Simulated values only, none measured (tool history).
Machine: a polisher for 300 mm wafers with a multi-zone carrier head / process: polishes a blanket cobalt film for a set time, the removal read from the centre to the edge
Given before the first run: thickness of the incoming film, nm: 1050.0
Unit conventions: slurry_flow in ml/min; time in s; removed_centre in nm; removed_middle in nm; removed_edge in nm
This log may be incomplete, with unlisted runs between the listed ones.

run,hour,slurry_flow,centre_zone,middle_zone,edge_zone,time,removed_centre,removed_middle,removed_edge
1,0.0,270,1.00,1.00,1.00,55,398.12,401.56,392.47
2,1.4,270,1.08,1.00,1.00,55,433.04,400.88,383.69
3,7.5,270,1.13,1.00,1.00,55,459.77,402.06,384.56
4,10.0,270,1.13,0.92,1.00,55,446.84,370.42,385.45
5,15.6,270,1.10,0.95,1.01,56,451.25,394.17,400.28
6,22.5,320,1.10,0.95,1.01,56,462.24,397.18,405.48
# hour 27.7: worn pad replaced by a new one
7,27.7,315,1.07,0.98,1.02,57,502.88,456.59,459.38

Expected results for the next run?
8,35.1,315,1.07,0.98,1.02,57,?,?,?

{"run 8": {"removed_centre": 513.18, "removed_middle": 456.48, "removed_edge": 454.47}}

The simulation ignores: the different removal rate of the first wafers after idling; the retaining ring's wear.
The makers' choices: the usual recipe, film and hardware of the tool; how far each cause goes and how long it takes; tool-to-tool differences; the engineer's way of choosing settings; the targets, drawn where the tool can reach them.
